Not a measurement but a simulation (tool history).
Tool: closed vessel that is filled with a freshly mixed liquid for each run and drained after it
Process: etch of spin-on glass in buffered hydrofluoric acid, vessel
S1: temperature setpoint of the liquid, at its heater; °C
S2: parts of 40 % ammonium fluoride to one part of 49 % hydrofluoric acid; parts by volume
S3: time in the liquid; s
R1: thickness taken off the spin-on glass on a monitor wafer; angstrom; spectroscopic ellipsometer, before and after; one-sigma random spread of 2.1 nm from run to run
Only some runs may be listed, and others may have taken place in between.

run	hour	S1	S2	S3	R1
1	0	23	14	90	2216.1
2	2.7	23	10	90	3117.7
3	5.8	24	10	90	3277.7
4	14.1	21	10	90	2778.8
5	20.3	22.5	10	90	3013.4
6	28.7	23.5	10	90	3221.8
7	37.3	24	10	90	3285
8	43.5	24.5	10	90	3333.1

The next listed run, before its measurement:
9	44.3	25	10	90	?

Run 9 measured R1 3476 angstrom.
